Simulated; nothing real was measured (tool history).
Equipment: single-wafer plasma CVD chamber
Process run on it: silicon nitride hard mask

run    day  heater temperature setpoint (K)  chamber pressure (Torr)  RF power (kW)  deposition time (s)  mean film thickness on the monitor wafer (nm)
  1      0                           688.15                     1.84           0.37                 47.6                                         71.228
  2  0.192                           688.15                     1.84           0.37                 47.6                                         71.517
  3  0.325                           688.15                     1.84          0.345                 47.6                                         68.205
  4   0.65                           688.15                     1.68           0.34                 47.6                                         66.226
  5  0.917                           698.15                     1.68           0.34                 47.6                                         65.082
  6  1.083                           698.15                     1.68           0.36                 47.6                                         67.599

Run 7 has not been measured yet. What should we expect?
  7  1.196                           698.15                     1.53          0.355                 47.6                                              ?

mean film thickness on the monitor wafer (nm): 66.014
